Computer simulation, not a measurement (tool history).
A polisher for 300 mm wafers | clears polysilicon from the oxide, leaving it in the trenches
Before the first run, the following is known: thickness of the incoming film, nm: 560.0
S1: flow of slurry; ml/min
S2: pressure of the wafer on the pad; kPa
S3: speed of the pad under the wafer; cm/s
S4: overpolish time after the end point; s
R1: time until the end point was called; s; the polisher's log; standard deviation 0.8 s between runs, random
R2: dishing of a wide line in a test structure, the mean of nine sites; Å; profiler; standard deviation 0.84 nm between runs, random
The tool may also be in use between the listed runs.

run	hour	S1	S2	S3	S4	R1	R2
1	0.0	185	11.7	106	20	75.195	388.61
2	5.3	140	11.7	106	20	77.956	394.38
3	12.0	140	11.7	106	17	77.853	372.73
4	17.8	140	12.4	106	18	72.187	398.96
5	23.8	140	13.1	106	16	73.887	391.28
6	26.7	140	13.1	106	10	71.873	351.87
7	32.7	140	13.8	106	11	68.072	357.24

Run 8 is up next; what results do you expect?
8	40.9	140	14.5	106	13	?	?

R1: 65.548 s
R2: 381.43 Å
